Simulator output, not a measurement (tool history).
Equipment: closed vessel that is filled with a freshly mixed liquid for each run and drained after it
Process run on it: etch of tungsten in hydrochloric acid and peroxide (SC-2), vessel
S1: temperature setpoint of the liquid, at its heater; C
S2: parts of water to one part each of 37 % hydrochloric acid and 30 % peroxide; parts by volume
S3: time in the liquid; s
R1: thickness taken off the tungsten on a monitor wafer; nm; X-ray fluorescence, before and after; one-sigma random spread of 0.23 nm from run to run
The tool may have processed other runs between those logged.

Run 1, hour 0.0: S1 57.0 C, S2 12.0 parts by volume, S3 100 s. Result: R1 27.142 nm.
Run 2, hour 8.0: S1 56.5 C, S2 12.0 parts by volume, S3 100 s. Result: R1 25.979 nm.
Run 3, hour 17.0: S1 56.5 C, S2 9.0 parts by volume, S3 100 s. Result: R1 33.048 nm.
Run 4, hour 19.2: S1 56.5 C, S2 9.0 parts by volume, S3 105 s. Result: R1 35.501 nm.
Run 5, hour 26.3: S1 56.5 C, S2 5.5 parts by volume, S3 105 s. Result: R1 52.347 nm.
Run 6, hour 35.0: S1 62.0 C, S2 5.5 parts by volume, S3 105 s. Result: R1 73.042 nm.
Run 7, hour 37.7: S1 54.0 C, S2 6.0 parts by volume, S3 105 s. Result: R1 41.060 nm.
Run 8, hour 41.2: S1 52.5 C, S2 6.0 parts by volume, S3 105 s. Result: R1 37.041 nm.

Run 9 comes next. What will it give?
Run 9, hour 45.6: S1 51.5 C, S2 6.0 parts by volume, S3 105 s. Result: R1 ?.

{"run 9": {"R1": 34.569}}

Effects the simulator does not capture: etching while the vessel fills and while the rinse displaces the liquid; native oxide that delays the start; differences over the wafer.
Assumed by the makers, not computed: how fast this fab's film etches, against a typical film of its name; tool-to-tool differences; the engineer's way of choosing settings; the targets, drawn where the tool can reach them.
